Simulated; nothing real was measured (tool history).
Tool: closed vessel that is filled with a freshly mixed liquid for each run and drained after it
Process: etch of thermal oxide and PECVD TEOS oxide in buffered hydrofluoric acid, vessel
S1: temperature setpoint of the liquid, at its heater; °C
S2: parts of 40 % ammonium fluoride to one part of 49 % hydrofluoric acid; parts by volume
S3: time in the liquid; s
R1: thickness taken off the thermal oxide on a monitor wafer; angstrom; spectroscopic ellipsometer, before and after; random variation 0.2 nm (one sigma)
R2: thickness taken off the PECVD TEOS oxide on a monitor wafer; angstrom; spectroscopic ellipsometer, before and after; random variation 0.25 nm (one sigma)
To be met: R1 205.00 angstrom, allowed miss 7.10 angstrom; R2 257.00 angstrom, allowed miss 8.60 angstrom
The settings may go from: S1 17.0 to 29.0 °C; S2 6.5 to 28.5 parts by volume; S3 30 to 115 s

run	hour	S1	S2	S3	R1	R2
1	0.0	21.0	17.5	60	299.96	379.50
2	6.8	20.0	18.5	60	271.78	341.80
3	11.7	19.0	19.0	60	246.54	310.49
4	14.9	19.0	19.0	75	315.07	389.74
5	20.7	17.0	19.0	75	277.44	351.79
6	29.4	17.0	15.0	75	352.84	441.00
7	38.4	17.0	17.5	75	301.54	378.24
8	42.1	17.0	19.5	75	270.99	339.52
9	49.9	17.0	21.0	75	260.36	319.74
10	51.3	17.0	22.0	75	247.92	309.47
11	55.0	17.0	23.0	75	242.49	302.63
12	59.8	17.0	24.0	75	231.09	295.27

Which of these 4 next moves meets every target?
A	64.6	17.0	17.0	50	?	?
B	64.6	19.5	28.5	70	?	?
C	64.6	17.0	23.5	70	?	?
D	64.6	17.0	19.0	60	?	?

move	R1	R2
A	206.94	260.31
B	222.63	280.05
C	220.69	277.61
D	222.48	279.87
A: meets every target
B: nearer than the last run, and not there yet
C: nearer than the last run, and not there yet
D: nearer than the last run, and not there yet
Move A is the one to make.
